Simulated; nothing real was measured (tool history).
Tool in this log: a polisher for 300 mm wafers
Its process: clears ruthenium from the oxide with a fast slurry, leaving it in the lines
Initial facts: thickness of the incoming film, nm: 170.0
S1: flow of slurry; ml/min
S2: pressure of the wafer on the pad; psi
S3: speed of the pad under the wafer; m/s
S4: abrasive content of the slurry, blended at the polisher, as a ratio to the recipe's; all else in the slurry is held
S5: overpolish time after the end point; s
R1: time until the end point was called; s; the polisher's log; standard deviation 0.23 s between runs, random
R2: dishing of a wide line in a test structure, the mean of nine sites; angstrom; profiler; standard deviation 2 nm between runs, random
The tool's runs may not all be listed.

Run 1, hour 0.0: S1 165 ml/min, S2 2.8 psi, S3 0.84 m/s, S4 1.0, S5 23 s. Result: R1 38.333 s, R2 648.70 angstrom.
Run 2, hour 1.4: S1 170 ml/min, S2 3.3 psi, S3 0.88 m/s, S4 1.0, S5 24 s. Result: R1 30.625 s, R2 814.26 angstrom.
Run 3, hour 8.4: S1 175 ml/min, S2 3.6 psi, S3 0.92 m/s, S4 1.0, S5 24 s. Result: R1 27.848 s, R2 893.17 angstrom.
Run 4, hour 14.6: S1 175 ml/min, S2 3.8 psi, S3 0.98 m/s, S4 1.0, S5 24 s. Result: R1 24.854 s, R2 965.22 angstrom.
Run 5, hour 21.9: S1 175 ml/min, S2 3.8 psi, S3 0.98 m/s, S4 1.0, S5 17 s. Result: R1 24.208 s, R2 743.91 angstrom.
Run 6, hour 27.4: S1 175 ml/min, S2 3.9 psi, S3 1.04 m/s, S4 1.0, S5 19 s. Result: R1 22.438 s, R2 868.77 angstrom.
Run 7, hour 29.5: S1 175 ml/min, S2 4.0 psi, S3 1.08 m/s, S4 1.0, S5 21 s. Result: R1 20.810 s, R2 942.30 angstrom.
Run 8, hour 34.1: S1 175 ml/min, S2 4.1 psi, S3 1.08 m/s, S4 1.0, S5 23 s. Result: R1 20.598 s, R2 1044.80 angstrom.
Run 9, hour 41.6: S1 175 ml/min, S2 4.2 psi, S3 1.10 m/s, S4 1.0, S5 24 s. Result: R1 19.535 s, R2 1091.70 angstrom.
Run 10, hour 48.1: S1 180 ml/min, S2 4.3 psi, S3 1.10 m/s, S4 1.0, S5 25 s. Result: R1 18.949 s, R2 1137.00 angstrom.
Run 11, hour 51.8: S1 180 ml/min, S2 4.3 psi, S3 1.12 m/s, S4 1.0, S5 26 s. Result: R1 18.837 s, R2 1191.20 angstrom.

Run 12 comes next. What will it give?
Run 12, hour 52.5: S1 180 ml/min, S2 4.3 psi, S3 1.12 m/s, S4 1.0, S5 27 s. Result: R1 ?, R2 ?.

{"run 12": {"R1": 18.406, "R2": 1175.9}}
